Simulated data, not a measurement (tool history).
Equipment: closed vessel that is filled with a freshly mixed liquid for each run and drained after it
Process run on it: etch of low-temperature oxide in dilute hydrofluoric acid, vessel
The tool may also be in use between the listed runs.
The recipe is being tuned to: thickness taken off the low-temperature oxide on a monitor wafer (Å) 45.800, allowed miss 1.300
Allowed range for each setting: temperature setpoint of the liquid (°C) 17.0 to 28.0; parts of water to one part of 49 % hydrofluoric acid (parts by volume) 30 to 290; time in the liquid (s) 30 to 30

run,hour,temperature setpoint of the liquid (°C),parts of water to one part of 49 % hydrofluoric acid (parts by volume),time in the liquid (s),thickness taken off the low-temperature oxide on a monitor wafer (Å)
1,0.0,20.0,160,30,27.446
2,6.4,23.0,160,30,30.754
3,10.2,23.0,160,30,30.500
4,17.5,21.0,160,30,28.594
5,19.1,21.0,160,30,28.294
6,24.1,22.5,150,30,32.356
7,26.6,24.0,145,30,35.862
8,35.5,28.0,130,30,47.401

Next run, 5 choices. One meets every target within its allowed miss, the rest don't. Which?
A,44.4,25.5,115,30,?
B,44.4,27.0,120,30,?
C,44.4,24.5,120,30,?
D,44.4,28.0,125,30,?
E,44.4,27.5,125,30,?

move,thickness taken off the low-temperature oxide on a monitor wafer (Å)
A,49.259
B,49.683
C,45.136
D,49.210
E,48.295
A: lands further from the targets than the last run did
B: lands further from the targets than the last run did
C: meets every target
D: lands further from the targets than the last run did
E: lands further from the targets than the last run did
C meets every target.

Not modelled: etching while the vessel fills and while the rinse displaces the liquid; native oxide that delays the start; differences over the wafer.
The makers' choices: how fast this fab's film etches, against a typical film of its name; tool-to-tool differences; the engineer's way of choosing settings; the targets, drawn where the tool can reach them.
